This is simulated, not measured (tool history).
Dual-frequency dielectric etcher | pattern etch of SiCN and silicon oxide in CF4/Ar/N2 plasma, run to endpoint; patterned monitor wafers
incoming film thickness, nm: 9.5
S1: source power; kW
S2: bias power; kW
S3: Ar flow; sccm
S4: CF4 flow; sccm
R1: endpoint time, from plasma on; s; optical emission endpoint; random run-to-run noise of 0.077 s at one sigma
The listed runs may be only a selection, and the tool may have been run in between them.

run	hour	S1	S2	S3	S4	R1
1	0	0.35	0.086	114	73	12.592
2	8.1	0.36	0.086	114	73	12.391
3	16.4	0.36	0.086	123	73	12.595
4	24.1	0.36	0.073	123	73	13.312
5	27.4	0.36	0.066	123	73	13.795
6	30.2	0.38	0.066	123	73	13.291
7	38.5	0.4	0.067	123	73	12.56
8	45.4	0.41	0.067	123	73	12.293

Expected results for the next run?
# hour 50.3: CF4 flow controller replaced
9	50.3	0.42	0.067	123	73	?

Run 9 yielded R1 12.032 s.

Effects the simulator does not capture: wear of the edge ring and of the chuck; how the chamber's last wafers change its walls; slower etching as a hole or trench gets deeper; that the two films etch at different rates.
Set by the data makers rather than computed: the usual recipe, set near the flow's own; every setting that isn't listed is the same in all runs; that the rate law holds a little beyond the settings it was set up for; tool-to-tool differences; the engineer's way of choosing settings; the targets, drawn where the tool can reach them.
